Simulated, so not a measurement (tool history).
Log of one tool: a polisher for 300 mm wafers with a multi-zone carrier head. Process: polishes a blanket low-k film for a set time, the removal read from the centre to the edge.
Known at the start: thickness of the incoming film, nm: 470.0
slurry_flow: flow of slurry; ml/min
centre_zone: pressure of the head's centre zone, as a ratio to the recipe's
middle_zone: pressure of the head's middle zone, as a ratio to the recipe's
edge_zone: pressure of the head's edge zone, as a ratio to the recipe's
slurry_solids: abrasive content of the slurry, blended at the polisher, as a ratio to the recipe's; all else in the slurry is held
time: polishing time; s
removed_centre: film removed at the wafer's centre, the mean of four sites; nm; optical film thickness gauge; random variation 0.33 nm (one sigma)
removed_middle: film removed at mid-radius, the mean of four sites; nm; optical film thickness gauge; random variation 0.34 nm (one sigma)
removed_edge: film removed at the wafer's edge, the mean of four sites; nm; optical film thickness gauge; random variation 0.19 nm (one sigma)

run	hour	slurry_flow	centre_zone	middle_zone	edge_zone	slurry_solids	time	removed_centre	removed_middle	removed_edge
1	0.0	250	1.00	1.00	1.00	1.00	68	16.301	17.439	16.646
2	1.7	250	1.00	1.00	1.00	1.00	56	13.368	14.030	13.804
3	9.8	250	1.06	1.00	1.00	1.00	56	14.389	14.227	13.741
4	10.8	250	1.06	1.00	1.00	0.90	56	13.952	13.493	12.851
5	16.9	260	1.08	1.03	1.02	1.05	58	15.506	15.419	14.762
6	23.5	320	1.08	1.03	1.02	1.05	58	16.421	15.736	15.019
7	26.1	320	1.09	1.05	1.03	1.15	60	17.733	17.160	16.366

Forecast run 8:
8	34.9	320	1.09	1.07	1.04	1.25	62	?	?	?

Run 8 gave removed_centre 18.907 nm, removed_middle 18.749 nm, removed_edge 17.532 nm.
